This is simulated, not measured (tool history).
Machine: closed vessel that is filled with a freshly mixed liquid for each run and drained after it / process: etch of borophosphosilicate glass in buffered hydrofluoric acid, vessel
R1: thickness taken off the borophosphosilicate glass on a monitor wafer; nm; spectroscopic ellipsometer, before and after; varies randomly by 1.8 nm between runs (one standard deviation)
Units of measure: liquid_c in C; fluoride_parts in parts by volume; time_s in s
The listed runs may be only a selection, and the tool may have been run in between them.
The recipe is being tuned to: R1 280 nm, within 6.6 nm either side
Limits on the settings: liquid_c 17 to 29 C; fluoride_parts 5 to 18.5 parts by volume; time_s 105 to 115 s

run 1 hour=0 | liquid_c=21 fluoride_parts=11.5 time_s=105 | R1=181.89
run 2 hour=3.2 | liquid_c=22 fluoride_parts=11.5 time_s=105 | R1=191
run 3 hour=9.6 | liquid_c=22 fluoride_parts=11.5 time_s=115 | R1=210.25
run 4 hour=15.7 | liquid_c=22 fluoride_parts=11.5 time_s=115 | R1=209.45
run 5 hour=21.7 | liquid_c=22 fluoride_parts=11.5 time_s=105 | R1=190.69
run 6 hour=27.2 | liquid_c=24.5 fluoride_parts=11.5 time_s=105 | R1=218.44
run 7 hour=29 | liquid_c=25 fluoride_parts=11.5 time_s=105 | R1=222.24
run 8 hour=31.6 | liquid_c=25.5 fluoride_parts=11.5 time_s=105 | R1=231.8
run 9 hour=39.1 | liquid_c=26 fluoride_parts=11.5 time_s=105 | R1=239.25
run 10 hour=45.5 | liquid_c=26.5 fluoride_parts=11.5 time_s=105 | R1=242.5
run 11 hour=54.3 | liquid_c=27 fluoride_parts=11.5 time_s=105 | R1=248.2
run 12 hour=59.9 | liquid_c=27.5 fluoride_parts=11.5 time_s=105 | R1=256.78
run 13 hour=67.5 | liquid_c=28.5 fluoride_parts=11.5 time_s=105 | R1=272.42

Pick the move, out of 5, that brings all results within their allowed miss; only one does.
run A hour=75.1 | liquid_c=25 fluoride_parts=9.5 time_s=115 | R1=?
run B hour=75.1 | liquid_c=29 fluoride_parts=12 time_s=105 | R1=?
run C hour=75.1 | liquid_c=28.5 fluoride_parts=12 time_s=105 | R1=?
run D hour=75.1 | liquid_c=29 fluoride_parts=12 time_s=110 | R1=?
run E hour=75.1 | liquid_c=26 fluoride_parts=11 time_s=110 | R1=?

move=A R1=297.73
move=B R1=267.15
move=C R1=260.23
move=D R1=279.87
move=E R1=260.15
A: pushes the last run's worst result past its target
B: the biggest miss grows against the last run
C: the biggest miss grows against the last run
D: all results land within tolerance of their targets
E: the biggest miss grows against the last run
The right move is D.
